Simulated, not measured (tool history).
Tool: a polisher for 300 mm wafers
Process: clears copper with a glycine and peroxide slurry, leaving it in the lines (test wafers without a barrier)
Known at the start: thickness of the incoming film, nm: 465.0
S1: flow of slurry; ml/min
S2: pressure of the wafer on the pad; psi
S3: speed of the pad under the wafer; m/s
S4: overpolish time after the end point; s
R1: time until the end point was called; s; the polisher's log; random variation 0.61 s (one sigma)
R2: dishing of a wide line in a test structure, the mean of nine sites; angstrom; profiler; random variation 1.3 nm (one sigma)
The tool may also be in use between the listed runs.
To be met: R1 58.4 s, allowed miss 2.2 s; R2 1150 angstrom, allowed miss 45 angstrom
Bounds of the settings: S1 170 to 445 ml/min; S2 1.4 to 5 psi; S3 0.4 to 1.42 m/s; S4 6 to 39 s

run  hour   S1   S2    S3  S4      R1      R2
  1     0  285  3.2   0.9  20  99.717  606.28
  2   4.6  285  3.2   0.9  23  100.45  656.56
  3   6.3  285  3.6  0.92  24  89.169  770.58
  4  12.9  285    4  0.94  24  80.527  810.72
  5  15.6  285  4.2  0.96  25  76.012  876.54
  6  16.7  285  4.4  0.98  26  71.156  927.06
  7  22.1  285  4.6     1  27  69.282  974.91
  8  28.9  285  4.7  1.04  27   63.55  1002.6
  9  32.5  285  4.8  1.04  28  62.635  1034.2
 10    36  285  4.9  1.04  29  62.228  1046.9
 11  43.8  285  4.9  1.06  30    60.4  1089.4

5 next moves are on the table. One of them brings every result within its allowed miss. Which?
  A  51.6  280    5     1  27   ?   ?
  B  51.6  210  4.6  1.22  33   ?   ?
  C  51.6  290  4.5  1.08  35   ?   ?
  D  51.6  245  4.7  1.06  31   ?   ?
  E  51.6  260    5  1.16  25   ?   ?

move      R1      R2
   A  62.597  1023.3
   B  58.702  1144.9
   C  64.328  1132.7
   D  63.796    1080
   E  55.643    1040
A: further off than the last run
B: meets every target
C: brings the result that was furthest off to its target, and leaves another outside
D: further off than the last run
E: further off than the last run
The right move is B.
